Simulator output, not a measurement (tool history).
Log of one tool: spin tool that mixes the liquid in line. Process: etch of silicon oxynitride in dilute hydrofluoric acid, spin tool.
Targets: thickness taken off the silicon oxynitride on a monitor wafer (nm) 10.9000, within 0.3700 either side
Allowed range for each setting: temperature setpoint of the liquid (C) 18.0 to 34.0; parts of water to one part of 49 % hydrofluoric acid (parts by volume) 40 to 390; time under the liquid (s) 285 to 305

run	hour	temperature setpoint of the liquid (C)	parts of water to one part of 49 % hydrofluoric acid (parts by volume)	time under the liquid (s)	thickness taken off the silicon oxynitride on a monitor wafer (nm)
1	0.0	26.0	215	285	4.6618
2	9.0	27.0	200	285	5.3976
3	9.7	27.0	265	285	3.7684
4	14.1	28.5	265	285	4.0656
5	20.9	30.0	265	285	4.3606
6	29.1	30.0	315	285	3.5701
7	34.7	30.5	285	285	4.0130
8	35.6	31.0	260	285	4.6440
9	38.6	31.5	240	285	5.2916
10	43.0	32.0	225	285	5.7380
11	48.8	32.0	210	285	6.2953
12	57.6	34.0	120	285	13.1400
13	65.7	33.5	120	285	12.6290
14	70.4	30.0	125	285	10.4770

Pick the move, out of 4, that brings all results within their allowed miss; only one does.
A	75.1	24.0	105	290	?
B	75.1	29.0	130	305	?
C	75.1	27.5	115	305	?
D	75.1	30.5	130	285	?

move	thickness taken off the silicon oxynitride on a monitor wafer (nm)
A	9.7841
B	10.2150
C	10.9490
D	10.1960
A: its largest miss is bigger than the last run's
B: its largest miss is bigger than the last run's
C: in spec on every target
D: its largest miss is bigger than the last run's
The move that meets every target is C.

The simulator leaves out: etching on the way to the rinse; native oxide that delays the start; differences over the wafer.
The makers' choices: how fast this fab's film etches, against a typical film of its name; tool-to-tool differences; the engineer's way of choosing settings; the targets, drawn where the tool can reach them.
